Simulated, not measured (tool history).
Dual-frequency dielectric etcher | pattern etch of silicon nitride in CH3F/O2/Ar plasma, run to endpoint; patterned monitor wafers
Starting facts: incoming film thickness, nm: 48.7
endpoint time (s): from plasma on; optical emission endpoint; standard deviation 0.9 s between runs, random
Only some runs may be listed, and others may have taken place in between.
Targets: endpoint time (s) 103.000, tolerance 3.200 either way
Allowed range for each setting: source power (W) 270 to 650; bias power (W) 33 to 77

run 1 day=0.000 | source_power_(W)=460 bias_power_(W)=55 | endpoint_time_(s)=69.662
run 2 day=0.125 | source_power_(W)=430 bias_power_(W)=52 | endpoint_time_(s)=74.199
run 3 day=0.400 | source_power_(W)=470 bias_power_(W)=52 | endpoint_time_(s)=71.132
run 4 day=0.717 | source_power_(W)=470 bias_power_(W)=56 | endpoint_time_(s)=67.656
run 5 day=0.942 | source_power_(W)=540 bias_power_(W)=56 | endpoint_time_(s)=63.417
run 6 day=1.042 | source_power_(W)=590 bias_power_(W)=56 | endpoint_time_(s)=62.551
run 7 day=1.100 | source_power_(W)=540 bias_power_(W)=53 | endpoint_time_(s)=65.506
run 8 day=1.300 | source_power_(W)=540 bias_power_(W)=53 | endpoint_time_(s)=65.091
run 9 day=1.642 | source_power_(W)=440 bias_power_(W)=42 | endpoint_time_(s)=82.033
run 10 day=1.908 | source_power_(W)=420 bias_power_(W)=41 | endpoint_time_(s)=83.369
run 11 day=1.929 | source_power_(W)=400 bias_power_(W)=40 | endpoint_time_(s)=87.179
run 12 day=2.292 | source_power_(W)=380 bias_power_(W)=39 | endpoint_time_(s)=91.242

Of the 5 settings listed for the next run, only one would bring every result within its allowed miss of target. Which one?
run A day=2.654 | source_power_(W)=380 bias_power_(W)=44 | endpoint_time_(s)=?
run B day=2.654 | source_power_(W)=430 bias_power_(W)=44 | endpoint_time_(s)=?
run C day=2.654 | source_power_(W)=460 bias_power_(W)=50 | endpoint_time_(s)=?
run D day=2.654 | source_power_(W)=450 bias_power_(W)=44 | endpoint_time_(s)=?
run E day=2.654 | source_power_(W)=320 bias_power_(W)=36 | endpoint_time_(s)=?

move=A endpoint_time_(s)=84.544
move=B endpoint_time_(s)=80.208
move=C endpoint_time_(s)=72.882
move=D endpoint_time_(s)=78.674
move=E endpoint_time_(s)=102.170
A: further off than the last run
B: further off than the last run
C: further off than the last run
D: further off than the last run
E: every result lands within tolerance
The move that meets every target is E.

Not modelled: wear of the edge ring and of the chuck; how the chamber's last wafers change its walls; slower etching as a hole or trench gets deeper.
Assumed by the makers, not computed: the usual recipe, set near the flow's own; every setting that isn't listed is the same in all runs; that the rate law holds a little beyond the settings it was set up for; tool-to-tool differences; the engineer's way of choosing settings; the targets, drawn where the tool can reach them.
